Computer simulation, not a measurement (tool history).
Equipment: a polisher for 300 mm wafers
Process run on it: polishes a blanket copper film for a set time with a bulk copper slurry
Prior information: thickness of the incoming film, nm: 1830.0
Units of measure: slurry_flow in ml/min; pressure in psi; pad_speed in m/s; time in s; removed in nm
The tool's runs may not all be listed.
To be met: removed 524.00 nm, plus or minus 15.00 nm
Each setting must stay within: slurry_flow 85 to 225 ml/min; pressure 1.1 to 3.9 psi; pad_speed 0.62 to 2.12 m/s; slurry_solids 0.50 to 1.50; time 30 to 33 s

run	hour	slurry_flow	pressure	pad_speed	slurry_solids	time	removed
1	0.0	145	2.5	1.36	1.00	33	342.70
2	8.1	150	2.7	1.36	1.00	33	369.80
3	15.8	125	2.7	1.36	1.00	33	360.16
4	21.0	125	3.2	1.36	1.00	33	419.16
5	26.7	135	3.3	1.36	1.00	33	439.07
6	34.9	135	3.3	1.36	1.00	33	437.52
7	38.3	140	3.4	1.36	1.00	33	460.07
8	46.1	150	3.4	1.36	1.00	33	469.17
9	48.4	160	3.4	1.36	1.00	33	466.72
10	49.9	165	3.5	1.36	1.00	33	491.83
11	56.2	170	3.5	1.36	1.00	33	491.71
12	62.0	175	3.5	1.36	1.00	33	489.77
13	67.5	180	3.6	1.36	1.00	33	511.22

Of the 4 settings listed for the next run, only one would bring every result within its allowed miss of target. Which one?
A	73.0	175	3.5	1.62	1.20	30	?
B	73.0	170	3.9	1.04	1.25	33	?
C	73.0	145	3.7	1.44	1.05	30	?
D	73.0	195	3.6	1.32	0.95	33	?

move	removed
A	526.31
B	477.59
C	483.32
D	502.70
A: each result inside its tolerance
B: lands further from the targets than the last run did
C: lands further from the targets than the last run did
D: lands further from the targets than the last run did
The move that meets every target is A.
